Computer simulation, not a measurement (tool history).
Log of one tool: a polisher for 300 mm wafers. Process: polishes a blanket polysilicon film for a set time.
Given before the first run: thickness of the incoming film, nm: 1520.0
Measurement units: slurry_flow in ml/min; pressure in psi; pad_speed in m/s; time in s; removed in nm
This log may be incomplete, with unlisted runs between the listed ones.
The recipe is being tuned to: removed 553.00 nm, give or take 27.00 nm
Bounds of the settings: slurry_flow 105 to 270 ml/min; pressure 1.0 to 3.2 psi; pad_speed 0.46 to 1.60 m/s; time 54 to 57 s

run  hour  slurry_flow  pressure  pad_speed  time  removed
  1   0.0          175       2.1       1.02    54   393.64
  2   7.1          175       1.8       1.02    54   342.22
  3   9.9          175       1.8       1.02    57   358.99
  4  15.1          175       2.0       1.02    57   402.55
  5  21.7          175       1.5       1.02    57   295.76
  6  27.0          175       1.1       1.02    57   222.82
  7  31.7          175       1.4       1.04    57   284.04
  8  35.5          180       2.0       1.08    57   432.31
  9  36.4          180       2.1       1.08    57   447.77
 10  41.9          180       2.1       1.08    57   441.41
 11  44.8          180       2.2       1.08    57   461.97
 12  53.8          180       2.3       1.08    57   478.68
 13  57.3          180       2.4       1.08    57   503.27

Exactly one of the 5 candidate moves below puts every result within its allowed miss. Which one?
  A  60.8          170       2.2       1.02    56        ?
  B  60.8          175       2.2       1.10    57        ?
  C  60.8          145       2.3       1.16    56        ?
  D  60.8          165       2.6       1.16    56        ?
  E  60.8          170       2.2       1.12    56        ?

move  removed
   A   423.13
   B   465.43
   C   488.60
   D   561.64
   E   463.37
A: misses by more than the last run did
B: misses by more than the last run did
C: misses by more than the last run did
D: every result within its allowed miss
E: misses by more than the last run did
The right move is D.

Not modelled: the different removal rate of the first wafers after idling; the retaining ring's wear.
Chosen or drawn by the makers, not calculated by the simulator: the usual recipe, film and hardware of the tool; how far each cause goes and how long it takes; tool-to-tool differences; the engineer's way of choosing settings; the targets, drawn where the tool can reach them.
